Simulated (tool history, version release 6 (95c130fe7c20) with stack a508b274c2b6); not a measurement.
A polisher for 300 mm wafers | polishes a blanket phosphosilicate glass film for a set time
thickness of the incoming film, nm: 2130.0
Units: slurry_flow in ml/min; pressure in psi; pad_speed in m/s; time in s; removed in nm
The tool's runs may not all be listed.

| run | hour | slurry_flow | pressure | pad_speed | slurry_solids | time | removed |
|---|---|---|---|---|---|---|---|
| 1 | 0 | 240 | 2 | 1 | 1 | 54 | 269.28 |
| 2 | 6.9 | 240 | 1.8 | 1 | 1 | 54 | 243.2 |
| 3 | 9.5 | 240 | 1.8 | 1.16 | 1 | 54 | 270.33 |
| 4 | 13.9 | 240 | 1.8 | 1.16 | 1 | 54 | 271.64 |
| 5 | 15.1 | 240 | 1.8 | 1.28 | 1 | 54 | 279.8 |
| 6 | 16.8 | 240 | 1.6 | 1.28 | 1 | 54 | 255.65 |

Forecast run 7:
| 7 | 17.6 | 230 | 1.1 | 1.26 | 1 | 54 | ? |

{"run 7": {"removed": 173.5}}
